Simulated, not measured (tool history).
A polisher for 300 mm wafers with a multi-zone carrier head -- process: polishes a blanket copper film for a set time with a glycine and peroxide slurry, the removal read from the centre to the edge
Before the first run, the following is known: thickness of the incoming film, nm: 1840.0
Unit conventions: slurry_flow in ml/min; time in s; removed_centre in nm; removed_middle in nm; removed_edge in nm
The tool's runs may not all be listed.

run,day,slurry_flow,centre_zone,middle_zone,edge_zone,time,removed_centre,removed_middle,removed_edge
1,0.000,285,1.00,1.00,1.00,70,263.56,259.12,272.29
2,0.292,220,1.00,1.00,1.00,70,252.17,253.95,267.43
3,0.562,220,1.00,0.95,1.00,70,259.93,242.84,268.11
4,0.629,220,0.94,0.95,1.00,70,245.93,242.69,267.73
5,0.971,240,1.00,1.01,0.99,77,284.03,284.35,299.13
6,1.096,260,1.04,1.06,0.97,81,310.40,315.18,312.79
7,1.125,275,1.07,1.10,0.97,84,331.18,333.20,323.97
8,1.246,285,1.08,1.13,0.96,87,360.59,359.51,333.96
9,1.567,295,1.07,1.15,0.97,89,357.62,372.35,352.20

Run 10 has not been measured yet. What should we expect?
10,1.621,295,1.07,1.16,0.95,91,?,?,?

Run 10 measured removed_centre 378.68 nm, removed_middle 384.84 nm, removed_edge 347.98 nm.

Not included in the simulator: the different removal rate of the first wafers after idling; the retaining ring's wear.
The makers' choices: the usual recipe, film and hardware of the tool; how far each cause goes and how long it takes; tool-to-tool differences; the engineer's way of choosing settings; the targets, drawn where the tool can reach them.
